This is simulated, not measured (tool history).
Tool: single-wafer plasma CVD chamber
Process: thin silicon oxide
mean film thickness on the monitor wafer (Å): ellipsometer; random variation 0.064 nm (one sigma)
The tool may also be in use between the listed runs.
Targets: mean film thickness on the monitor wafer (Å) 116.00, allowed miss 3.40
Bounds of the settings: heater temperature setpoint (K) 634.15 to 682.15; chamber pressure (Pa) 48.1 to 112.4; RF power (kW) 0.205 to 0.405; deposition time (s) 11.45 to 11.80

run,day,heater temperature setpoint (K),chamber pressure (Pa),RF power (kW),deposition time (s),mean film thickness on the monitor wafer (Å)
1,0.000,658.15,80.3,0.305,11.45,154.39
2,0.196,664.15,80.3,0.305,11.45,153.95
3,0.433,664.15,80.3,0.320,11.45,156.29
4,0.488,664.15,73.5,0.315,11.45,144.36
5,0.621,664.15,67.6,0.310,11.45,131.27
6,0.862,664.15,55.1,0.310,11.45,105.86
7,1.062,664.15,56.9,0.310,11.45,110.32
8,1.217,664.15,58.0,0.310,11.45,112.20

4 next moves are on the table. One of them brings every result within its allowed miss. Which?
A,1.371,662.15,56.8,0.320,11.80,?
B,1.371,661.15,60.7,0.310,11.80,?
C,1.371,657.15,56.0,0.290,11.47,?
D,1.371,666.15,54.9,0.305,11.63,?

move,mean film thickness on the monitor wafer (Å)
A,116.21
B,123.02
C,107.38
D,108.34
A: meets every target
B: takes the result that was furthest off past its target
C: further off than the last run
D: further off than the last run
The right move is A.
